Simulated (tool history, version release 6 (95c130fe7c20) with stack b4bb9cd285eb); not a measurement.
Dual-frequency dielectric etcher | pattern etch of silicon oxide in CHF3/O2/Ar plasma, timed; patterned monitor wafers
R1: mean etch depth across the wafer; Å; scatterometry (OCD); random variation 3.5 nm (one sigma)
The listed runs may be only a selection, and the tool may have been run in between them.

Run 1, hour 0.0: source power (W) 460, bias power (W) 122, etch time (s) 390.5. Result: R1 5955.6 Å.
Run 2, hour 2.9: source power (W) 480, bias power (W) 125, etch time (s) 390.5. Result: R1 6216.8 Å.
Run 3, hour 7.9: source power (W) 480, bias power (W) 106, etch time (s) 390.5. Result: R1 5823.0 Å.
Run 4, hour 14.2: source power (W) 480, bias power (W) 92, etch time (s) 390.5. Result: R1 5553.8 Å.
Run 5, hour 21.4: source power (W) 500, bias power (W) 97, etch time (s) 390.5. Result: R1 5805.9 Å.
Run 6, hour 22.5: source power (W) 520, bias power (W) 100, etch time (s) 390.5. Result: R1 6018.4 Å.
Run 7, hour 23.8: source power (W) 620, bias power (W) 124, etch time (s) 390.5. Result: R1 7095.3 Å.
Run 8, hour 28.9: source power (W) 620, bias power (W) 125, etch time (s) 390.5. Result: R1 7126.3 Å.

What will run 9 give?
Run 9, hour 29.6: source power (W) 620, bias power (W) 126, etch time (s) 390.5. Result: R1 ?.

{"run 9": {"R1": 7148.3}}
